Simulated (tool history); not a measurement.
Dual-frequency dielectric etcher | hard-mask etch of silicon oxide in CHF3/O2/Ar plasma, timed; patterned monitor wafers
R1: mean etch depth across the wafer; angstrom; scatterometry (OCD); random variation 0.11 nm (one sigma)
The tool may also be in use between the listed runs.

run 1 hour=0 | source_power_(W)=470 bias_power_(W)=203 etch_time_(s)=17 | R1=301.13
run 2 hour=8.8 | source_power_(W)=450 bias_power_(W)=193 etch_time_(s)=17 | R1=292.37
run 3 hour=15.6 | source_power_(W)=450 bias_power_(W)=161 etch_time_(s)=17 | R1=270.83
run 4 hour=17.5 | source_power_(W)=430 bias_power_(W)=158 etch_time_(s)=17 | R1=262.62
run 5 hour=18.1 | source_power_(W)=410 bias_power_(W)=157 etch_time_(s)=17 | R1=259.37
run 6 hour=22.2 | source_power_(W)=390 bias_power_(W)=155 etch_time_(s)=17 | R1=253.3
run 7 hour=29.6 | source_power_(W)=380 bias_power_(W)=154 etch_time_(s)=17 | R1=249.75
run 8 hour=31 | source_power_(W)=370 bias_power_(W)=153 etch_time_(s)=17 | R1=246.91
run 9 hour=33 | source_power_(W)=360 bias_power_(W)=152 etch_time_(s)=17 | R1=243.6

Run 10 comes next. What will it give?
run 10 hour=40.3 | source_power_(W)=350 bias_power_(W)=152 etch_time_(s)=17 | R1=?

Run 10 gave R1 241.73 angstrom.
